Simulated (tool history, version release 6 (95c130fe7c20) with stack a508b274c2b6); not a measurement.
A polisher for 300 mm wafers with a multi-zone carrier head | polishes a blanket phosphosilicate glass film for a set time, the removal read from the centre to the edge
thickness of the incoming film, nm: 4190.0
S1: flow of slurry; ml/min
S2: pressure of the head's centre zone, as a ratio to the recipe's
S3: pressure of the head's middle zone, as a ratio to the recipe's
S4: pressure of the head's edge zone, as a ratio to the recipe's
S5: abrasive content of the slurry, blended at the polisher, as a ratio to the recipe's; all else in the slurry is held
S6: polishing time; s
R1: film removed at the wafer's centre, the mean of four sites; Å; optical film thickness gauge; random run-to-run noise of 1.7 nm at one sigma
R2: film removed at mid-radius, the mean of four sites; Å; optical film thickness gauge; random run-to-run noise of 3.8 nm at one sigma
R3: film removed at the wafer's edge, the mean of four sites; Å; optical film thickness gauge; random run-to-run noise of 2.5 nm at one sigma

Run 1, hour 0.0: S1 265 ml/min, S2 1.00, S3 1.00, S4 1.00, S5 1.00, S6 67 s. Result: R1 3307.4 Å, R2 3453.7 Å, R3 3374.1 Å.
Run 2, hour 5.1: S1 265 ml/min, S2 1.00, S3 1.00, S4 1.03, S5 1.00, S6 67 s. Result: R1 3308.1 Å, R2 3401.2 Å, R3 3403.8 Å.
Run 3, hour 7.7: S1 275 ml/min, S2 1.01, S3 1.00, S4 0.98, S5 0.85, S6 66 s. Result: R1 3024.5 Å, R2 3015.1 Å, R3 2979.6 Å.
Run 4, hour 14.1: S1 215 ml/min, S2 1.01, S3 1.00, S4 0.98, S5 0.85, S6 66 s. Result: R1 2949.0 Å, R2 2977.3 Å, R3 3032.6 Å.
Run 5, hour 17.4: S1 215 ml/min, S2 1.01, S3 1.00, S4 0.98, S5 0.95, S6 66 s. Result: R1 3119.3 Å, R2 3175.5 Å, R3 3206.8 Å.
Run 6, hour 24.4: S1 215 ml/min, S2 1.01, S3 1.00, S4 0.98, S5 0.75, S6 66 s. Result: R1 2728.8 Å, R2 2765.2 Å, R3 2728.6 Å.
Run 7, hour 31.9: S1 235 ml/min, S2 1.01, S3 1.02, S4 0.96, S5 0.70, S6 66 s. Result: R1 2626.0 Å, R2 2649.6 Å, R3 2589.0 Å.

What does the tool deliver on the next run?
Run 8, hour 38.8: S1 250 ml/min, S2 1.01, S3 1.04, S4 0.94, S5 0.70, S6 66 s. Result: R1 ?, R2 ?, R3 ?.

{"run 8": {"R1": 2614.7, "R2": 2898.2, "R3": 2582.1}}
